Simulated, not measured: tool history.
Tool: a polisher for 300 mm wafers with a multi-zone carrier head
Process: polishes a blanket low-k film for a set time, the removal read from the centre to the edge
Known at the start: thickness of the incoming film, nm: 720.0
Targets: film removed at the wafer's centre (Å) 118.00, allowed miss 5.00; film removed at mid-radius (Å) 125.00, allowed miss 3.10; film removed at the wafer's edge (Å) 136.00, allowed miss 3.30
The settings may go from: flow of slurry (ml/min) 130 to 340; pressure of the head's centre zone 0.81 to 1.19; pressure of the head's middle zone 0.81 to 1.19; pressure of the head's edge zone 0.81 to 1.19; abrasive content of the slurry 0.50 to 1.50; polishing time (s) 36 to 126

run    day  flow of slurry (ml/min)  pressure of the head's centre zone  pressure of the head's middle zone  pressure of the head's edge zone  abrasive content of the slurry  polishing time (s)  film removed at the wafer's centre (Å)  film removed at mid-radius (Å)  film removed at the wafer's edge (Å)
  1  0.000                      220                                1.00                                1.00                              1.00                            1.00                  81                                  241.44                          234.22                                247.02
  2  0.333                      220                                1.00                                1.00                              1.00                            1.00                  99                                  299.30                          288.02                                297.85
  3  0.638                      220                                1.00                                1.00                              0.97                            1.00                  99                                  294.07                          291.43                                293.27
  4  0.746                      175                                1.00                                1.00                              0.97                            1.00                  99                                  284.50                          278.69                                288.74
  5  1.067                      175                                0.96                                0.97                              0.93                            0.85                  86                                  228.23                          225.40                                234.65
  6  1.375                      150                                0.96                                0.97                              0.93                            0.85                  86                                  217.62                          216.79                                227.04
  7  1.512                      145                                0.93                                0.95                              0.92                            0.75                  76                                  175.70                          181.19                                191.13
  8  1.838                      145                                0.91                                0.93                              0.91                            0.65                  71                                  155.97                          160.13                                171.65
  9  1.896                      140                                0.82                                0.88                              0.84                            0.50                  57                                  102.51                          114.51                                120.95
 10  2.083                      200                                0.87                                0.90                              0.94                            0.50                  56                                  114.02                          121.22                                131.81

Which of these 5 next moves meets every target?
  A  2.271                      210                                0.84                                0.98                              0.96                            0.55                  53                                       ?                               ?                                     ?
  B  2.271                      220                                0.88                                0.92                              0.98                            0.55                  54                                       ?                               ?                                     ?
  C  2.271                      195                                0.81                                0.94                              0.89                            0.50                  56                                       ?                               ?                                     ?
  D  2.271                      135                                0.81                                0.84                              0.96                            0.50                  60                                       ?                               ?                                     ?
  E  2.271                      180                                0.86                                0.81                              0.91                            0.50                  59                                       ?                               ?                                     ?

move  film removed at the wafer's centre (Å)  film removed at mid-radius (Å)  film removed at the wafer's edge (Å)
   A                                  108.01                          126.78                                129.88
   B                                  116.14                          124.81                                134.43
   C                                  105.58                          125.39                                127.61
   D                                  104.47                          116.71                                134.93
   E                                  116.38                          118.81                                134.76
A: further off than the last run
B: meets every target
C: further off than the last run
D: brings the result that was furthest off to its target, and leaves another outside
E: brings the result that was furthest off to its target, and leaves another outside
Move B is the one to make.

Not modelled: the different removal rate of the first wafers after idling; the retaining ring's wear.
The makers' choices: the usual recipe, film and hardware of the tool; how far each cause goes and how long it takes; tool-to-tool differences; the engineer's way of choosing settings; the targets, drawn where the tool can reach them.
